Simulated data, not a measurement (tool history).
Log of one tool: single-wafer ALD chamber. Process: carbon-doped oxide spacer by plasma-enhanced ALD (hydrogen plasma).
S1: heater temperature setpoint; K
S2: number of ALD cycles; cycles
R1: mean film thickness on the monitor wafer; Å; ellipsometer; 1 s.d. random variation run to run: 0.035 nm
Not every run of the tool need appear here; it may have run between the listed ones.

{"run": 1, "hour": 0.0, "S1": 673.15, "S2": 222, "R1": 116.27}
{"run": 2, "hour": 5.3, "S1": 683.15, "S2": 222, "R1": 113.18}
{"run": 3, "hour": 9.5, "S1": 683.15, "S2": 194, "R1": 98.62}
{"run": 4, "hour": 17.0, "S1": 690.15, "S2": 194, "R1": 96.692}
{"run": 5, "hour": 21.1, "S1": 685.15, "S2": 204, "R1": 103.45}
{"run": 6, "hour": 29.9, "S1": 675.15, "S2": 204, "R1": 106.17}
{"run": 7, "hour": 34.3, "S1": 672.15, "S2": 212, "R1": 111}
{"run": 8, "hour": 36.3, "S1": 669.15, "S2": 218, "R1": 114.2}
{"run": 9, "hour": 43.5, "S1": 667.15, "S2": 224, "R1": 117.01}
{"run": 10, "hour": 50.7, "S1": 666.15, "S2": 230, "R1": 120.59}
{"run": 11, "hour": 52.8, "S1": 665.15, "S2": 235, "R1": 122.8}
{"run": 12, "hour": 55.8, "S1": 664.15, "S2": 240, "R1": 125.56}

Run 13 comes next. What will it give?
{"run": 13, "hour": 62.0, "S1": 663.15, "S2": 244, "R1": "?"}

{"run 13": {"R1": 128.22}}
